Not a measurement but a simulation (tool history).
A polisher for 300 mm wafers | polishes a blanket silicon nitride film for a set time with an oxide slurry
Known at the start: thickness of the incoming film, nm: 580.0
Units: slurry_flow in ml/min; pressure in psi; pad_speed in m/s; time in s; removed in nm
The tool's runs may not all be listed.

run,hour,slurry_flow,pressure,pad_speed,slurry_solids,time,removed
1,0,250,4.6,1.08,1,24,22.91
2,6,250,4.1,1.06,1,24,18.969
3,8.6,250,3.9,1.06,1,24,18.826
4,9.6,250,3.7,1.06,1,24,18.309
5,12.8,250,3.7,1.06,1,24,17.843
6,17.9,250,4.3,1.06,1,24,20.474
7,23.3,250,3.9,1.06,1,24,18.585
8,24.5,250,3.7,1.06,1,24,17.728
9,31.6,250,3.5,1.06,1,24,16.885

The next listed run, before its measurement:
10,33.6,250,3.4,1.06,1,24,?

Run 10 gave removed 16.423 nm.
